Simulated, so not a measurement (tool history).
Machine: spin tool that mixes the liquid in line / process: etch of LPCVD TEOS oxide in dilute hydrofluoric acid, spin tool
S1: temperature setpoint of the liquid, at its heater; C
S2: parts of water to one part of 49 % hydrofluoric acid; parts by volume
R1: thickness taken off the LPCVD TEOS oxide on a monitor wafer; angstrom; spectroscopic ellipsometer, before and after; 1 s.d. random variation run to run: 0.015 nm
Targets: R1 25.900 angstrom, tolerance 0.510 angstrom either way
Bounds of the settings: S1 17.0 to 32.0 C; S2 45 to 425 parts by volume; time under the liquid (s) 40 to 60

Run 1, hour 0.0: S1 24.0 C, S2 235 parts by volume, time under the liquid (s) 60. Result: R1 36.987 angstrom.
Run 2, hour 2.4: S1 23.0 C, S2 240 parts by volume, time under the liquid (s) 60. Result: R1 34.707 angstrom.
Run 3, hour 8.1: S1 23.0 C, S2 240 parts by volume, time under the liquid (s) 60. Result: R1 34.740 angstrom.
Run 4, hour 14.2: S1 23.0 C, S2 240 parts by volume, time under the liquid (s) 60. Result: R1 34.838 angstrom.
Run 5, hour 22.6: S1 22.0 C, S2 245 parts by volume, time under the liquid (s) 60. Result: R1 32.951 angstrom.
Run 6, hour 29.9: S1 21.0 C, S2 250 parts by volume, time under the liquid (s) 60. Result: R1 30.544 angstrom.
Run 7, hour 38.6: S1 20.5 C, S2 250 parts by volume, time under the liquid (s) 60. Result: R1 30.209 angstrom.
Run 8, hour 39.2: S1 20.0 C, S2 250 parts by volume, time under the liquid (s) 60. Result: R1 29.643 angstrom.
Run 9, hour 40.9: S1 19.5 C, S2 250 parts by volume, time under the liquid (s) 60. Result: R1 29.298 angstrom.
Run 10, hour 45.0: S1 19.0 C, S2 250 parts by volume, time under the liquid (s) 60. Result: R1 28.383 angstrom.
Run 11, hour 50.1: S1 18.5 C, S2 250 parts by volume, time under the liquid (s) 60. Result: R1 27.807 angstrom.
Run 12, hour 55.1: S1 18.0 C, S2 250 parts by volume, time under the liquid (s) 60. Result: R1 27.435 angstrom.

Consider the 5 candidate settings below. Which is the only one whose results all fall within their allowed miss of target?
Run A, hour 60.1: S1 17.0 C, S2 175 parts by volume, time under the liquid (s) 40. Result: R1 ?.
Run B, hour 60.1: S1 17.0 C, S2 245 parts by volume, time under the liquid (s) 60. Result: R1 ?.
Run C, hour 60.1: S1 17.0 C, S2 265 parts by volume, time under the liquid (s) 60. Result: R1 ?.
Run D, hour 60.1: S1 18.5 C, S2 260 parts by volume, time under the liquid (s) 60. Result: R1 ?.
Run E, hour 60.1: S1 20.0 C, S2 280 parts by volume, time under the liquid (s) 60. Result: R1 ?.

move      R1
   A  26.976
   B  27.126
   C  24.647
   D  26.722
   E  25.778
A: nearer than the last run, and not there yet
B: nearer than the last run, and not there yet
C: takes the result that was furthest off past its target
D: nearer than the last run, and not there yet
E: every result within its allowed miss
Correct choice: E, which meets every target

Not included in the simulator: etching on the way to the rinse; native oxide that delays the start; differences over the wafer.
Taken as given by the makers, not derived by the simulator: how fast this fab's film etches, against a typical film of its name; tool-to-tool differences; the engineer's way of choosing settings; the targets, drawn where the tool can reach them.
